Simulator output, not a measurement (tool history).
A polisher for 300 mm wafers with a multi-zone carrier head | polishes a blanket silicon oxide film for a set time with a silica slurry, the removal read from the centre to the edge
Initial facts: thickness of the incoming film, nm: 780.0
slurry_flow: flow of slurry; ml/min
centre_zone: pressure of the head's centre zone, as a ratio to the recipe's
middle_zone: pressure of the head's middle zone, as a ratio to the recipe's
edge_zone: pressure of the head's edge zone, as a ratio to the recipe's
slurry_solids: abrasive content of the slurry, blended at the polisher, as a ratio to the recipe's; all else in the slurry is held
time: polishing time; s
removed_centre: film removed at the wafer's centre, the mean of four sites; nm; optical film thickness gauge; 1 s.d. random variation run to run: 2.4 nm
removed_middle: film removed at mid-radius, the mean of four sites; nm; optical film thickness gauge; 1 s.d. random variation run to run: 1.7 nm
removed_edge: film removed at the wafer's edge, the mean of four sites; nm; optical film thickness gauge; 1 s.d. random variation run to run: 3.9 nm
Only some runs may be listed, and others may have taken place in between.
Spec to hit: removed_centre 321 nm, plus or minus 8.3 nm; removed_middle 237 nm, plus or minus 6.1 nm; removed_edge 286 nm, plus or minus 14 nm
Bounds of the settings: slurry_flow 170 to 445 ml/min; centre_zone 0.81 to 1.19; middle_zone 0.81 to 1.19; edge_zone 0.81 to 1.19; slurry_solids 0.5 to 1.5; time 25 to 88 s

run  hour  slurry_flow  centre_zone  middle_zone  edge_zone  slurry_solids  time  removed_centre  removed_middle  removed_edge
  1     0          285            1            1          1              1    56          246.62          235.23        235.07
  2   7.3          285            1            1          1            0.9    56          226.84          219.58        225.18
  3  10.9          345            1            1          1            0.9    56           232.1          221.18        226.01
  4  19.8          345         1.03         0.97       1.04           0.95    56          248.84           226.4        236.26
  5  25.4          345         1.03         0.97       0.96           0.95    56          251.12          226.31        237.47
  6  34.3          345         1.03         0.94       0.96           0.95    56          248.67          219.37        236.97
  7  40.4          345         1.05         0.91       0.96              1    56          260.03          223.09        241.25
  8  48.1          370         1.07         0.89       0.98           1.05    57          280.13          228.82        254.07
  9  55.3          380         1.08         0.87       0.99            1.1    57          294.46          233.75        265.35

Below are 5 possible settings for the next run. Only one of them brings all results inside the allowed miss of their targets. Which is it?
  A  62.5          385         1.09         0.81       0.98           1.15    60               ?               ?             ?
  B  62.5          395         1.17         0.84       1.03            1.1    60               ?               ?             ?
  C  62.5          360         1.18         0.83       1.02           1.15    59               ?               ?             ?
  D  62.5          360         1.19         0.84       1.05            1.2    58               ?               ?             ?
  E  62.5          435         1.11         0.89       0.98            1.3    49               ?               ?             ?

move  removed_centre  removed_middle  removed_edge
   A          323.02          237.48        289.35
   B          338.45          238.91        289.36
   C           341.3          236.77        288.76
   D          346.19          240.48        294.58
   E          289.08          225.22        253.22
A: hits every target within its allowed miss
B: the result that was furthest off in the last run now lies on the other side of its target
C: the result that was furthest off in the last run now lies on the other side of its target
D: the result that was furthest off in the last run now lies on the other side of its target
E: moves away from the targets compared with the last run
So the answer is move A, the one that meets all the targets.
